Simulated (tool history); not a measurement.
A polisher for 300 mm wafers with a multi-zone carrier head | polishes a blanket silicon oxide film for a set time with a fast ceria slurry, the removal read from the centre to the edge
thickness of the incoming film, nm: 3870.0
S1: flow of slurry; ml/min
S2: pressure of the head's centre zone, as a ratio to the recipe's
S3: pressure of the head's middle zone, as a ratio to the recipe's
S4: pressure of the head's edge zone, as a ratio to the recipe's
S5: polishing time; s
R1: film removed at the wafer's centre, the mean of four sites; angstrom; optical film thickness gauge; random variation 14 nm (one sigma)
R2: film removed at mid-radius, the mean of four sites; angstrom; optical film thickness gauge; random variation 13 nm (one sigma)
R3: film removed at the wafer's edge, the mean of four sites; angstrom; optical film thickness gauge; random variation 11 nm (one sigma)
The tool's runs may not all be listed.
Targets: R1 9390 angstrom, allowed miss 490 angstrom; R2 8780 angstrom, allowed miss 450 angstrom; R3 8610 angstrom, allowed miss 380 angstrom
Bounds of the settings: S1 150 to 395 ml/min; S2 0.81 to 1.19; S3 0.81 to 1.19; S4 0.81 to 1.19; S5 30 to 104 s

{"run": 1, "day": 0.0, "S1": 250, "S2": 1, "S3": 1, "S4": 1, "S5": 67, "R1": 12637, "R2": 12353, "R3": 12839}
{"run": 2, "day": 0.183, "S1": 250, "S2": 1.01, "S3": 1, "S4": 0.98, "S5": 63, "R1": 11799, "R2": 11399, "R3": 11808}
{"run": 3, "day": 0.508, "S1": 250, "S2": 1.01, "S3": 0.92, "S4": 0.98, "S5": 63, "R1": 11908, "R2": 10484, "R3": 11881}
{"run": 4, "day": 0.692, "S1": 250, "S2": 1.01, "S3": 0.93, "S4": 0.96, "S5": 60, "R1": 11374, "R2": 10382, "R3": 11167}
{"run": 5, "day": 0.979, "S1": 285, "S2": 1.01, "S3": 0.93, "S4": 0.96, "S5": 60, "R1": 11069, "R2": 10542, "R3": 11149}
{"run": 6, "day": 1.175, "S1": 260, "S2": 1.01, "S3": 0.93, "S4": 0.96, "S5": 60, "R1": 11091, "R2": 10437, "R3": 10943}
{"run": 7, "day": 1.362, "S1": 255, "S2": 1.01, "S3": 0.92, "S4": 0.94, "S5": 59, "R1": 11070, "R2": 9943.5, "R3": 10800}
{"run": 8, "day": 1.604, "S1": 275, "S2": 1.04, "S3": 1.02, "S4": 0.89, "S5": 42, "R1": 8133, "R2": 7651.7, "R3": 7571.7}
{"run": 9, "day": 1.671, "S1": 275, "S2": 1.05, "S3": 1.03, "S4": 0.9, "S5": 43, "R1": 8527.9, "R2": 8239.3, "R3": 7696.5}

4 next moves are on the table. One of them brings every result within its allowed miss. Which?
{"run": "A", "day": 1.738, "S1": 205, "S2": 0.87, "S3": 0.81, "S4": 1, "S5": 49, "R1": "?", "R2": "?", "R3": "?"}
{"run": "B", "day": 1.738, "S1": 150, "S2": 1.08, "S3": 1.01, "S4": 0.81, "S5": 46, "R1": "?", "R2": "?", "R3": "?"}
{"run": "C", "day": 1.738, "S1": 270, "S2": 1.09, "S3": 1.04, "S4": 0.97, "S5": 46, "R1": "?", "R2": "?", "R3": "?"}
{"run": "D", "day": 1.738, "S1": 315, "S2": 0.91, "S3": 0.86, "S4": 0.92, "S5": 48, "R1": "?", "R2": "?", "R3": "?"}

move=A R1=7706 R2=7270.8 R3=9003.4
move=B R1=8603.1 R2=7862.2 R3=7424.1
move=C R1=9398.9 R2=8646.6 R3=8491.5
move=D R1=8294.8 R2=7813.5 R3=8758
A: takes the result that was furthest off past its target
B: further off than the last run
C: meets every target
D: brings the result that was furthest off to its target, and leaves another outside
The right move is C.

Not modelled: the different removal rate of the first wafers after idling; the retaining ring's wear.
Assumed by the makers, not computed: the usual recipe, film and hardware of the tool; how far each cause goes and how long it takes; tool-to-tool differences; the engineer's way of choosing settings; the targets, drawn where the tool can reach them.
